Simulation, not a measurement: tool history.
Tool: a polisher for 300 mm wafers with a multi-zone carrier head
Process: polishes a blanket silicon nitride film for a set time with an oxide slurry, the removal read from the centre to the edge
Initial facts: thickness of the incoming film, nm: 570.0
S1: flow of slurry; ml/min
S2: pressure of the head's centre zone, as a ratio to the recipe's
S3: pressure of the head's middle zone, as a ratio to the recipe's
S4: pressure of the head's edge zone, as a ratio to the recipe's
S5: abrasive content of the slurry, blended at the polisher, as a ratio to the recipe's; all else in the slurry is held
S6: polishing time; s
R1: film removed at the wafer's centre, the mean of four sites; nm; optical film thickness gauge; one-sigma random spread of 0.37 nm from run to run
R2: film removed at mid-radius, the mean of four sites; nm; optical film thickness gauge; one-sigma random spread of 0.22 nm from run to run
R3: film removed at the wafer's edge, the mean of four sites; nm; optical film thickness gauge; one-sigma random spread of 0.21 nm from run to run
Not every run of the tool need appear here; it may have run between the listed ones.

run  hour   S1    S2    S3    S4   S5  S6      R1      R2      R3
  1     0  250     1     1     1    1  61  34.443  34.048  34.731
  2   1.9  245  0.98  0.97  0.98  0.9  61  31.986  31.759  32.655
  3   6.9  245  0.98  0.97  0.98  0.9  69  36.609  35.832  37.407
  4    16  240  0.97  0.94  0.96  0.8  68  33.826  33.359  34.798
  5  17.2  240  0.97   0.9  0.96  0.8  68  33.109  31.288  35.305
  6  20.1  240  0.97   0.9  0.96  0.8  56  28.291  26.066  28.471
  7  25.5  235  0.96  0.89  0.95  0.8  56  27.982  25.532  28.567
  8  32.7  230  0.95  0.89  0.94  0.8  56  26.385  25.821  28.138
  9  35.6  225  0.95  0.88  0.93  0.8  56  27.645  25.498  28.526

Expected results for the next run?
 10  43.3  220  0.91  0.88  0.89  0.65  56   ?   ?   ?

Run 10 yielded R1 23.393 nm, R2 23.062 nm, R3 25.091 nm.
